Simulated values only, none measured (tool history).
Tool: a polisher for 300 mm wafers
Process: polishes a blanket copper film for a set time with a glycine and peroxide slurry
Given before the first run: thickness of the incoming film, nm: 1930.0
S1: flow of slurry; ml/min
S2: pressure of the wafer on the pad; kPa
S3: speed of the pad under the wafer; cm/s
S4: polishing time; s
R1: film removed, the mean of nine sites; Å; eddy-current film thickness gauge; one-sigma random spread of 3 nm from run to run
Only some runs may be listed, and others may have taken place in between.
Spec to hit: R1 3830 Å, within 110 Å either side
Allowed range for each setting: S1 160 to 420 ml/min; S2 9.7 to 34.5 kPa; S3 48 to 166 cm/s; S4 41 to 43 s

run 1 hour=0 | S1=270 S2=22.1 S3=106 S4=41 | R1=2321.8
run 2 hour=7.5 | S1=270 S2=22.1 S3=84 S4=41 | R1=1947.4
run 3 hour=9 | S1=270 S2=22.1 S3=70 S4=41 | R1=1722.2
run 4 hour=17.2 | S1=270 S2=22.1 S3=70 S4=43 | R1=1811.5
run 5 hour=20.5 | S1=270 S2=23.4 S3=74 S4=43 | R1=1976
run 6 hour=28.8 | S1=270 S2=26.2 S3=74 S4=43 | R1=2126.4
run 7 hour=30.5 | S1=270 S2=26.9 S3=78 S4=43 | R1=2268.8
run 8 hour=31.2 | S1=270 S2=27.6 S3=82 S4=43 | R1=2455.1
run 9 hour=37.3 | S1=270 S2=28.3 S3=84 S4=43 | R1=2507.4
run 10 hour=43.8 | S1=270 S2=29 S3=86 S4=43 | R1=2575.6
run 11 hour=52.6 | S1=270 S2=29.6 S3=90 S4=43 | R1=2762.5
run 12 hour=60.5 | S1=270 S2=30.3 S3=92 S4=43 | R1=2845.4
run 13 hour=62.1 | S1=270 S2=31 S3=94 S4=43 | R1=2958.9
run 14 hour=65.2 | S1=270 S2=31 S3=94 S4=43 | R1=2973.9
run 15 hour=66.4 | S1=270 S2=31.7 S3=96 S4=43 | R1=3039.7

Exactly one of the 4 candidate moves below puts every result within its allowed miss. Which one?
run A hour=67.6 | S1=300 S2=33.8 S3=124 S4=43 | R1=?
run B hour=67.6 | S1=315 S2=34.5 S3=120 S4=43 | R1=?
run C hour=67.6 | S1=270 S2=34.5 S3=114 S4=43 | R1=?
run D hour=67.6 | S1=305 S2=33.1 S3=78 S4=41 | R1=?

move=A R1=4067.9
move=B R1=4051.5
move=C R1=3825.1
move=D R1=2647
A: moves the result that the last run missed by most past its target, out the other side
B: moves the result that the last run missed by most past its target, out the other side
C: each result inside its tolerance
D: misses by more than the last run did
Answer: C
